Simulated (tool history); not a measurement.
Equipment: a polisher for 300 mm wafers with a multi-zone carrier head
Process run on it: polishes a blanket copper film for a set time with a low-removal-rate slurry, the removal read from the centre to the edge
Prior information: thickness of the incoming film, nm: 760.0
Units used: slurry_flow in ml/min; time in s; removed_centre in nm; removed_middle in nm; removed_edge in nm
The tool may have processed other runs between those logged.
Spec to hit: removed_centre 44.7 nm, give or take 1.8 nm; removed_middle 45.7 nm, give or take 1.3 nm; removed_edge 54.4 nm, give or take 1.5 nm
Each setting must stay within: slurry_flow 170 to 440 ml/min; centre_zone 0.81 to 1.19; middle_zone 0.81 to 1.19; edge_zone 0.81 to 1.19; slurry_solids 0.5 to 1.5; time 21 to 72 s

run	hour	slurry_flow	centre_zone	middle_zone	edge_zone	slurry_solids	time	removed_centre	removed_middle	removed_edge
1	0	280	1	1	1	1	46	95.71	94.956	95.305
2	2.7	265	0.95	0.95	1	0.85	40	76.199	77.035	80.148
3	11.5	265	0.95	0.95	0.92	0.85	40	77.95	76.089	77.105
4	16.9	320	0.95	0.95	0.92	0.85	40	79.641	78.092	79.112
5	23.7	320	0.95	0.95	0.92	0.75	40	76.971	76.421	78.184
6	30.7	320	0.95	0.95	0.92	0.75	30	56.904	57.158	58.566
7	32.1	310	0.92	0.91	0.94	0.7	29	53.52	52.925	55.577
8	39.5	305	0.89	0.88	0.99	0.65	29	50.741	51.392	57.39
9	43.1	295	0.87	0.86	0.99	0.6	29	48.988	49.283	55.911
10	46.7	285	0.85	0.85	0.99	0.6	29	47.047	48.362	55.866

Next run, 4 choices. One meets every target within its allowed miss, the rest don't. Which?
A	50.3	300	0.9	0.81	0.94	0.6	28	?	?	?
B	50.3	250	0.86	0.86	1.07	0.55	28	?	?	?
C	50.3	355	0.91	0.86	1.08	0.75	27	?	?	?
D	50.3	280	0.93	0.81	0.99	0.5	27	?	?	?

move	removed_centre	removed_middle	removed_edge
A	49.054	45.698	53.019
B	45.372	46.557	54.967
C	50.187	48.453	57.032
D	47.403	42.745	50.921
A: the worst result of the last run now meets its target, but another is out of spec
B: each result inside its tolerance
C: lands further from the targets than the last run did
D: the result that was furthest off in the last run now lies on the other side of its target
Go with B: it meets all targets.

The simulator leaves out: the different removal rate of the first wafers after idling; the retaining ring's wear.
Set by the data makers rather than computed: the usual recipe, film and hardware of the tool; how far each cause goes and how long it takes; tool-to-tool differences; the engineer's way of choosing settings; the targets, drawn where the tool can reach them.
